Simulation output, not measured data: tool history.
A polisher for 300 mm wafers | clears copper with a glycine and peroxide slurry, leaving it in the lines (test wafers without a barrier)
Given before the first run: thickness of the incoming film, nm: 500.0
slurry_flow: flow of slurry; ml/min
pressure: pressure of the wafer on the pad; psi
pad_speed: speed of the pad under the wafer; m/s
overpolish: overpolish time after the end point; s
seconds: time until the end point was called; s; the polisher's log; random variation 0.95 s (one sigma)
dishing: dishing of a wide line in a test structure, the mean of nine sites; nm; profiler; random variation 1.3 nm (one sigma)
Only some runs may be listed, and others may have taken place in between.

run	hour	slurry_flow	pressure	pad_speed	overpolish	seconds	dishing
1	0	250	2.9	0.8	12	84.58	44.235
2	9	250	2.9	0.64	12	105.18	39.586
3	17.7	250	3.1	0.68	12	92.751	42.815
4	24.2	250	3.1	0.6	12	99.065	39.039
5	27.2	250	3.3	0.62	12	96.895	41.601
6	30	250	3.5	0.68	12	84.5	46.681

Run 7 comes next. What will it give?
7	32	255	4.3	0.84	12	?	?

{"run 7": {"seconds": 59.062, "dishing": 57.517}}
